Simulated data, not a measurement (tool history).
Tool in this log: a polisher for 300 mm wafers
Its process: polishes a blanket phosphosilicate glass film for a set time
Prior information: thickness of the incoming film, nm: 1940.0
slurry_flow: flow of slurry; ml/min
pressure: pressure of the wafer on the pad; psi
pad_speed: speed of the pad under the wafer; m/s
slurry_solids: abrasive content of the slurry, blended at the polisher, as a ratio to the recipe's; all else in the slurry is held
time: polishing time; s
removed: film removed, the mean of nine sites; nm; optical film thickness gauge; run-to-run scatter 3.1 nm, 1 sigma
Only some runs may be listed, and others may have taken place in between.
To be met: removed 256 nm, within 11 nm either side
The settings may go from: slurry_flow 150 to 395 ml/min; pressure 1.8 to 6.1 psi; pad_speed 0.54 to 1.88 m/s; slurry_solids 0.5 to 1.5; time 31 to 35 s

Run 1, day 0: slurry_flow 250 ml/min, pressure 3.9 psi, pad_speed 1.2 m/s, slurry_solids 1, time 35 s. Result: removed 373.25 nm.
Run 2, day 0.371: slurry_flow 250 ml/min, pressure 3.9 psi, pad_speed 1.34 m/s, slurry_solids 1, time 35 s. Result: removed 413.14 nm.
Run 3, day 0.467: slurry_flow 215 ml/min, pressure 3.9 psi, pad_speed 1.34 m/s, slurry_solids 1, time 35 s. Result: removed 405.85 nm.
Run 4, day 0.625: slurry_flow 215 ml/min, pressure 3.4 psi, pad_speed 1.32 m/s, slurry_solids 1, time 35 s. Result: removed 343.62 nm.
Run 5, day 0.667: slurry_flow 215 ml/min, pressure 3.1 psi, pad_speed 1.32 m/s, slurry_solids 1, time 35 s. Result: removed 320.06 nm.
Run 6, day 0.738: slurry_flow 215 ml/min, pressure 3.1 psi, pad_speed 1.32 m/s, slurry_solids 1.15, time 35 s. Result: removed 352.97 nm.
Run 7, day 1.038: slurry_flow 215 ml/min, pressure 2.8 psi, pad_speed 1.32 m/s, slurry_solids 1.15, time 35 s. Result: removed 311.47 nm.
Run 8, day 1.208: slurry_flow 215 ml/min, pressure 2.6 psi, pad_speed 1.32 m/s, slurry_solids 1.15, time 35 s. Result: removed 291.85 nm.
Run 9, day 1.517: slurry_flow 215 ml/min, pressure 2.5 psi, pad_speed 1.32 m/s, slurry_solids 1.15, time 35 s. Result: removed 278.19 nm.

Of the 5 settings listed for the next run, only one would bring every result within its allowed miss of target. Which one?
Run A, day 1.825: slurry_flow 230 ml/min, pressure 3.3 psi, pad_speed 1.28 m/s, slurry_solids 1, time 31 s. Result: removed ?.
Run B, day 1.825: slurry_flow 290 ml/min, pressure 2.9 psi, pad_speed 1.22 m/s, slurry_solids 1.15, time 35 s. Result: removed ?.
Run C, day 1.825: slurry_flow 205 ml/min, pressure 2.8 psi, pad_speed 1.4 m/s, slurry_solids 1.15, time 33 s. Result: removed ?.
Run D, day 1.825: slurry_flow 225 ml/min, pressure 2.3 psi, pad_speed 1.2 m/s, slurry_solids 1.3, time 35 s. Result: removed ?.
Run E, day 1.825: slurry_flow 230 ml/min, pressure 2.6 psi, pad_speed 1.32 m/s, slurry_solids 1.15, time 35 s. Result: removed ?.

move  removed
   A    294.9
   B   313.18
   C   307.49
   D   256.51
   E   293.64
A: the biggest miss grows against the last run
B: the biggest miss grows against the last run
C: the biggest miss grows against the last run
D: every result lands within tolerance
E: the biggest miss grows against the last run
D is the move that brings every result within its allowed miss.

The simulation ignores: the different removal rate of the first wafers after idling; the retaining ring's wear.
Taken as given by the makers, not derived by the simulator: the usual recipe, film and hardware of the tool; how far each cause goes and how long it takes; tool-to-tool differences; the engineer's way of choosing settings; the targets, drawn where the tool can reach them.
